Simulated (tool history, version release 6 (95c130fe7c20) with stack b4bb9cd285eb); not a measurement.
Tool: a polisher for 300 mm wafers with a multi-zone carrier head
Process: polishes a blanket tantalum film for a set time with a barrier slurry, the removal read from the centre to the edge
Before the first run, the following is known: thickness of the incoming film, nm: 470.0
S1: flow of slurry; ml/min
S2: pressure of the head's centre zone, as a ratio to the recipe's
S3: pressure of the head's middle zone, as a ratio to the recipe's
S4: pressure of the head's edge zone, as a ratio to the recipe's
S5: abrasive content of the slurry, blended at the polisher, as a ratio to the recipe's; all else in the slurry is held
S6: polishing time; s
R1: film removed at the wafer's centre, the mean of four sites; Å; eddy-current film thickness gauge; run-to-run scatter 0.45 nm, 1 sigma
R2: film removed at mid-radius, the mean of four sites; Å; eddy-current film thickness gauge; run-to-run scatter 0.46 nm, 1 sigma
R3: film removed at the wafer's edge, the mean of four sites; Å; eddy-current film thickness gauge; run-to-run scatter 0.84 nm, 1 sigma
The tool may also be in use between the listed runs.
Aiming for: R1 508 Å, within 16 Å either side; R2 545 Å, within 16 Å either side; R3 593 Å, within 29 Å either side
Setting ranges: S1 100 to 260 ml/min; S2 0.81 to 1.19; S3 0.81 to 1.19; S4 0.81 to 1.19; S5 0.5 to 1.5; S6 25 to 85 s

| run | hour | S1 | S2 | S3 | S4 | S5 | S6 | R1 | R2 | R3 |
|---|---|---|---|---|---|---|---|---|---|---|
| 1 | 0 | 165 | 1 | 1 | 1 | 1 | 55 | 1011.3 | 1013.9 | 1016.1 |
| 2 | 7.1 | 165 | 1 | 1 | 1 | 0.9 | 55 | 974.25 | 1007 | 1015.2 |
| 3 | 15.6 | 165 | 1 | 1.04 | 1 | 0.9 | 55 | 987.96 | 1024.9 | 1021.8 |
| 4 | 23 | 165 | 1 | 1.04 | 1 | 0.8 | 55 | 962.56 | 1005.1 | 976.26 |
| 5 | 29.1 | 155 | 0.98 | 1 | 1 | 0.75 | 51 | 822.85 | 880.21 | 906.09 |
| 6 | 36 | 155 | 0.98 | 0.96 | 1 | 0.75 | 51 | 846.18 | 840.06 | 910.46 |
| 7 | 44.1 | 155 | 0.96 | 0.95 | 0.97 | 0.7 | 48 | 758.41 | 786.94 | 824.99 |
| 8 | 51.9 | 150 | 0.94 | 0.93 | 0.95 | 0.65 | 46 | 708.71 | 718.45 | 759.61 |
| 9 | 57 | 145 | 0.92 | 0.92 | 0.94 | 0.6 | 45 | 648.81 | 674.74 | 727.56 |
| 10 | 61.9 | 140 | 0.9 | 0.91 | 0.92 | 0.6 | 44 | 606.78 | 658.71 | 682.57 |
| 11 | 63.3 | 135 | 0.89 | 0.89 | 0.91 | 0.6 | 44 | 607.98 | 637.06 | 701.83 |
| 12 | 68.7 | 140 | 0.87 | 0.9 | 0.9 | 0.5 | 35 | 455.81 | 498.64 | 530.85 |
| 13 | 74.1 | 150 | 0.87 | 0.91 | 0.92 | 0.5 | 35 | 461.88 | 505.84 | 519.56 |
| 14 | 76 | 140 | 0.88 | 0.91 | 0.92 | 0.55 | 35 | 469.13 | 508.67 | 540.42 |
| 15 | 77.4 | 140 | 0.88 | 0.91 | 0.93 | 0.6 | 35 | 484.41 | 515.76 | 558.25 |
| 16 | 79.9 | 140 | 0.88 | 0.92 | 0.94 | 0.6 | 35 | 480.99 | 533.96 | 544.32 |

Which of these 5 next moves meets every target?
| A | 82.4 | 125 | 0.89 | 0.9 | 0.93 | 0.6 | 38 | ? | ? | ? |
| B | 82.4 | 120 | 0.87 | 0.81 | 0.86 | 0.5 | 41 | ? | ? | ? |
| C | 82.4 | 140 | 0.93 | 0.86 | 0.95 | 0.6 | 38 | ? | ? | ? |
| D | 82.4 | 150 | 0.93 | 0.83 | 0.94 | 0.5 | 38 | ? | ? | ? |
| E | 82.4 | 100 | 0.89 | 0.81 | 0.86 | 0.5 | 47 | ? | ? | ? |

| move | R1 | R2 | R3 |
|---|---|---|---|
| A | 503.64 | 537.56 | 588.08 |
| B | 502.21 | 504.19 | 584.67 |
| C | 543.34 | 532.24 | 605.53 |
| D | 529.62 | 502.98 | 584.14 |
| E | 551.79 | 546.12 | 644.99 |
A: meets every target
B: meets the target for the result that was furthest off, but another lies outside its allowed miss
C: takes the biggest miss from the last run beyond its target
D: takes the biggest miss from the last run beyond its target
E: takes the biggest miss from the last run beyond its target
Move A is the one to make.
